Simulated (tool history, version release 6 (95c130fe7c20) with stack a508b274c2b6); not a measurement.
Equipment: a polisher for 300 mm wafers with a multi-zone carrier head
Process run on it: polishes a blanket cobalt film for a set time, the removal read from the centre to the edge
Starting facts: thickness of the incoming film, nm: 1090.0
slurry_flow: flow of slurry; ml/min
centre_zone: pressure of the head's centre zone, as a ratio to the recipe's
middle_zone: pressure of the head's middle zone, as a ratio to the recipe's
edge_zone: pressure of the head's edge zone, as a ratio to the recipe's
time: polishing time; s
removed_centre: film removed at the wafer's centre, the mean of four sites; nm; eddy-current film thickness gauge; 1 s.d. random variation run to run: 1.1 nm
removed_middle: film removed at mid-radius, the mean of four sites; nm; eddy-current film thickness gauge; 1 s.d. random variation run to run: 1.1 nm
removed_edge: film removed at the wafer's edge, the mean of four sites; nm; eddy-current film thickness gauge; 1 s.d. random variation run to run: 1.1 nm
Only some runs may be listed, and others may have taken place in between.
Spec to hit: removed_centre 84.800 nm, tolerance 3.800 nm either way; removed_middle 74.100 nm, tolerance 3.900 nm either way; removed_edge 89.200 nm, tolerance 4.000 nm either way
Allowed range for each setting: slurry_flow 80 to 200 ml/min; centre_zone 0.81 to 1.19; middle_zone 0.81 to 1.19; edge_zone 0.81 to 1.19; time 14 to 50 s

run,hour,slurry_flow,centre_zone,middle_zone,edge_zone,time,removed_centre,removed_middle,removed_edge
1,0.0,130,1.00,1.00,1.00,32,108.860,112.320,106.710
2,1.1,130,0.95,1.00,1.00,32,105.520,107.710,111.030
3,2.0,130,0.95,1.08,1.00,32,103.670,118.180,107.060
4,4.9,130,0.87,1.08,1.00,32,94.226,116.740,110.250
5,8.4,110,0.87,1.08,1.00,32,93.355,112.330,107.940
6,12.0,110,0.81,1.08,1.00,32,88.408,111.870,105.700
7,18.6,100,0.84,1.00,1.00,31,82.644,97.667,100.410
# hour 24.4: edge zone pressure recalibrated
8,24.4,95,0.89,0.94,1.00,30,83.812,91.984,92.109

Which single option among these 4 for the next run brings every result within its allowed miss of target? Just one does.
A,30.2,105,0.84,1.00,1.02,30,?,?,?
B,30.2,200,1.11,0.81,1.13,21,?,?,?
C,30.2,80,0.88,1.19,0.88,33,?,?,?
D,30.2,125,1.01,0.81,1.18,25,?,?,?

move,removed_centre,removed_middle,removed_edge
A,81.457,97.433,94.835
B,84.410,67.768,77.360
C,83.040,110.190,90.994
D,83.606,73.651,88.154
A: further off than the last run
B: takes the result that was furthest off past its target
C: further off than the last run
D: each result inside its tolerance
D meets every target.

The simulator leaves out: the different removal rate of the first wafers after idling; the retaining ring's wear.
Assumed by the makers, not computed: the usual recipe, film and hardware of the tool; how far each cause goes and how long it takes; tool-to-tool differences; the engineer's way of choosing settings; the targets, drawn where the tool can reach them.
